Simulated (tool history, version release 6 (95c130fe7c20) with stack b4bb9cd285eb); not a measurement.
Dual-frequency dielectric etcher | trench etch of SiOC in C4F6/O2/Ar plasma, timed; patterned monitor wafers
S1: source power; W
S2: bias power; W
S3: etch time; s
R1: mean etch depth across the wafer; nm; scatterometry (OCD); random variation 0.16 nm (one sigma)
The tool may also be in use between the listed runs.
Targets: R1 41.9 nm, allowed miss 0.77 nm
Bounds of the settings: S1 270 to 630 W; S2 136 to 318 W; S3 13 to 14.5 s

run 1 hour=0 | S1=450 S2=227 S3=14.5 | R1=36.643
run 2 hour=4 | S1=380 S2=227 S3=14.5 | R1=34.34
run 3 hour=11.7 | S1=380 S2=193 S3=14.5 | R1=32.965
run 4 hour=13.2 | S1=380 S2=234 S3=14.5 | R1=34.59
run 5 hour=21.7 | S1=420 S2=238 S3=14.5 | R1=36.471
run 6 hour=22.9 | S1=420 S2=270 S3=14.5 | R1=37.801
run 7 hour=29.7 | S1=440 S2=272 S3=14.5 | R1=38.441
run 8 hour=33.5 | S1=460 S2=274 S3=14.5 | R1=39.296
run 9 hour=36.1 | S1=470 S2=275 S3=14.5 | R1=39.729
run 10 hour=44.2 | S1=480 S2=276 S3=14.5 | R1=40.084
run 11 hour=52.8 | S1=490 S2=277 S3=14.5 | R1=40.523
run 12 hour=60.9 | S1=500 S2=278 S3=14.5 | R1=41.116

Which of these 4 next moves meets every target?
run A hour=69 | S1=570 S2=264 S3=13.5 | R1=?
run B hour=69 | S1=490 S2=266 S3=14.5 | R1=?
run C hour=69 | S1=590 S2=229 S3=14.5 | R1=?
run D hour=69 | S1=480 S2=298 S3=14 | R1=?

move=A R1=39.838
move=B R1=40.185
move=C R1=41.699
move=D R1=39.791
A: further off than the last run
B: further off than the last run
C: meets every target
D: further off than the last run
The right move is C.

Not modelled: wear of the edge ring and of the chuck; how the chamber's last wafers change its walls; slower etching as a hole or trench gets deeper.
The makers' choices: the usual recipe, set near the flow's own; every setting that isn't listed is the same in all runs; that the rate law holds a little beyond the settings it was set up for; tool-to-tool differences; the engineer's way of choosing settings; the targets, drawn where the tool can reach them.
